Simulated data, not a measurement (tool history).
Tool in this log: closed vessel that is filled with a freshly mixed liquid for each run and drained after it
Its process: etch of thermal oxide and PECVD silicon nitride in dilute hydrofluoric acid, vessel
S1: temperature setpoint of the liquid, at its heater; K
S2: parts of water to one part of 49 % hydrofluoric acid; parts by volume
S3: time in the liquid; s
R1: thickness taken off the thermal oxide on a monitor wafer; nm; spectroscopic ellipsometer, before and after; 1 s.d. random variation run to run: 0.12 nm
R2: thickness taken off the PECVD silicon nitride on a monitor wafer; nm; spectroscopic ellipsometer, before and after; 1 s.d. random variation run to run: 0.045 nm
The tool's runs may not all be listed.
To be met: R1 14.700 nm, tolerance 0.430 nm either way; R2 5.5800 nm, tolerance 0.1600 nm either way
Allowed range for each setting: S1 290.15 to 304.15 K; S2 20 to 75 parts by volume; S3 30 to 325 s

run,hour,S1,S2,S3,R1,R2
1,0.0,296.15,45,165,19.707,7.2062
2,3.3,296.15,40,165,22.432,8.0802
3,5.4,296.15,50,165,17.849,6.4179
4,14.4,296.65,50,165,18.180,6.6718
5,23.5,297.15,55,165,16.767,6.2240
6,28.8,297.15,55,215,21.935,8.1971
7,30.6,297.15,60,215,19.919,7.6151
8,32.5,294.65,75,225,14.655,5.3232

Pick the move, out of 5, that brings all results within their allowed miss; only one does.
A,34.4,298.15,75,185,?,?
B,34.4,293.65,65,200,?,?
C,34.4,293.65,75,230,?,?
D,34.4,301.65,75,155,?,?
E,34.4,296.15,75,210,?,?

move,R1,R2
A,13.964,5.6535
B,14.651,5.1881
C,14.440,5.1885
D,13.439,5.9550
E,14.618,5.6149
A: brings the result that was furthest off to its target, and leaves another outside
B: lands further from the targets than the last run did
C: lands further from the targets than the last run did
D: pushes the last run's worst result past its target
E: all results land within tolerance of their targets
Move E is the one to make.
